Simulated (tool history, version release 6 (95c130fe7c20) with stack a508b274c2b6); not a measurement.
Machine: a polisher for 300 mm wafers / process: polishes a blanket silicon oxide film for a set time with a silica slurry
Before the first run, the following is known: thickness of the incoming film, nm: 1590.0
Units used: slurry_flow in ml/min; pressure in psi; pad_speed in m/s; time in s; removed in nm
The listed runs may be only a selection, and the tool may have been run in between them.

run 1 hour=0 | slurry_flow=130 pressure=3.2 pad_speed=0.98 slurry_solids=1 time=39 | removed=93.751
run 2 hour=2.1 | slurry_flow=110 pressure=3.2 pad_speed=0.98 slurry_solids=1 time=39 | removed=88.331
run 3 hour=10 | slurry_flow=110 pressure=3.2 pad_speed=0.98 slurry_solids=0.9 time=39 | removed=82.849
run 4 hour=17.9 | slurry_flow=110 pressure=3.8 pad_speed=0.98 slurry_solids=0.9 time=39 | removed=96.44
run 5 hour=20.4 | slurry_flow=120 pressure=4.1 pad_speed=1.02 slurry_solids=0.9 time=39 | removed=106.35
run 6 hour=24 | slurry_flow=125 pressure=4.3 pad_speed=1.1 slurry_solids=0.9 time=39 | removed=116.77
run 7 hour=25.8 | slurry_flow=130 pressure=4.5 pad_speed=1.18 slurry_solids=0.9 time=39 | removed=131.1
run 8 hour=27.6 | slurry_flow=135 pressure=4.6 pad_speed=1.22 slurry_solids=0.9 time=39 | removed=136.22
run 9 hour=36.6 | slurry_flow=135 pressure=4.7 pad_speed=1.28 slurry_solids=0.9 time=39 | removed=145.15
run 10 hour=38.2 | slurry_flow=135 pressure=4.8 pad_speed=1.32 slurry_solids=0.9 time=39 | removed=148.96

Run 11, settings as shown, results not yet in. Your forecast:
run 11 hour=46.4 | slurry_flow=140 pressure=4.8 pad_speed=1.36 slurry_solids=0.9 time=39 | removed=?

removed: 155.59 nm

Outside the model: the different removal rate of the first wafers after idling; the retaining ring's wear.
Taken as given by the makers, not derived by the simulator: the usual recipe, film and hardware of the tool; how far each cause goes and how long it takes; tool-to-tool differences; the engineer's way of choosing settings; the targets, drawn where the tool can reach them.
